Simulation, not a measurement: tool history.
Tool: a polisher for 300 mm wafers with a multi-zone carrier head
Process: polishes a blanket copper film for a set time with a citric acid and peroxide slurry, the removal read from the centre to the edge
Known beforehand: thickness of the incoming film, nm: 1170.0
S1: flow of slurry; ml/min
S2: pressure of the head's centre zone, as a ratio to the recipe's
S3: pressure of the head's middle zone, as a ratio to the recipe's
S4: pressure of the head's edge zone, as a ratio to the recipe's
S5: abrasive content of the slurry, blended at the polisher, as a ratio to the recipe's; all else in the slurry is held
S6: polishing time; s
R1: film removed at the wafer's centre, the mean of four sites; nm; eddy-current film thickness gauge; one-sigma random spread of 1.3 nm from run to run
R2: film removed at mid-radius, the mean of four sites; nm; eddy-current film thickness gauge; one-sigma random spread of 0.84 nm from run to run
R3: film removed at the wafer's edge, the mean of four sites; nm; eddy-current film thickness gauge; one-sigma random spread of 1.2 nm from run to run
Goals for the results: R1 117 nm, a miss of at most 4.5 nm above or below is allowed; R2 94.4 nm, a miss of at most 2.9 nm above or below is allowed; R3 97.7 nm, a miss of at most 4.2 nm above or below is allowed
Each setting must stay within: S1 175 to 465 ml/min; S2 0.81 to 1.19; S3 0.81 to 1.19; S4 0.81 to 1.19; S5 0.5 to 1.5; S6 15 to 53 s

| run | day | S1 | S2 | S3 | S4 | S5 | S6 | R1 | R2 | R3 |
|---|---|---|---|---|---|---|---|---|---|---|
| 1 | 0 | 295 | 1 | 1 | 1 | 1 | 34 | 87.543 | 84.94 | 88.184 |
| 2 | 0.262 | 300 | 1.03 | 1 | 1.01 | 1.05 | 34 | 93.039 | 87.953 | 90.235 |
| 3 | 0.533 | 300 | 1.03 | 1 | 1.01 | 1.05 | 41 | 110.95 | 103.61 | 111.1 |
| 4 | 0.767 | 300 | 1.04 | 0.99 | 0.99 | 1.05 | 41 | 111.27 | 102.79 | 108.09 |
| 5 | 0.929 | 295 | 1.05 | 0.98 | 0.98 | 1.05 | 41 | 111.45 | 105.37 | 107.13 |
| 6 | 0.979 | 305 | 1.07 | 0.96 | 0.99 | 1 | 41 | 112.36 | 101.24 | 107.08 |
| 7 | 1.108 | 305 | 1.09 | 0.94 | 0.98 | 1 | 41 | 115.89 | 100.17 | 108.1 |
| 8 | 1.15 | 305 | 1.1 | 0.93 | 0.96 | 1 | 41 | 117.32 | 98.924 | 106.15 |
| 9 | 1.412 | 305 | 1.1 | 0.93 | 0.95 | 1 | 41 | 114.85 | 101.43 | 105.46 |
|  | 1.492 | edge zone pressure recalibrated |
| 10 | 1.492 | 305 | 1.11 | 0.92 | 0.94 | 1 | 41 | 117.91 | 98.742 | 102.98 |
| 11 | 1.554 | 305 | 1.11 | 0.91 | 0.93 | 1 | 41 | 119.11 | 97.74 | 100.35 |

Below are 5 possible settings for the next run. Only one of them brings all results inside the allowed miss of their targets. Which is it?
| A | 1.617 | 375 | 1.19 | 0.98 | 0.83 | 1 | 37 | ? | ? | ? |
| B | 1.617 | 305 | 1.06 | 1 | 0.93 | 0.9 | 40 | ? | ? | ? |
| C | 1.617 | 325 | 1.18 | 0.95 | 0.95 | 1 | 38 | ? | ? | ? |
| D | 1.617 | 335 | 1.15 | 0.82 | 0.9 | 0.95 | 40 | ? | ? | ? |
| E | 1.617 | 275 | 1.1 | 0.97 | 0.94 | 1.1 | 38 | ? | ? | ? |

| move | R1 | R2 | R3 |
|---|---|---|---|
| A | 116.89 | 93.241 | 90.423 |
| B | 108.29 | 98.304 | 98.476 |
| C | 117.48 | 92.855 | 96.714 |
| D | 119.63 | 89.07 | 99.105 |
| E | 109.68 | 94.308 | 96.923 |
A: puts the biggest miss on target and leaves a different result outside tolerance
B: further off than the last run
C: all results land within tolerance of their targets
D: carries the result that was furthest off beyond its target, to the other side
E: puts the biggest miss on target and leaves a different result outside tolerance
The right move is C.
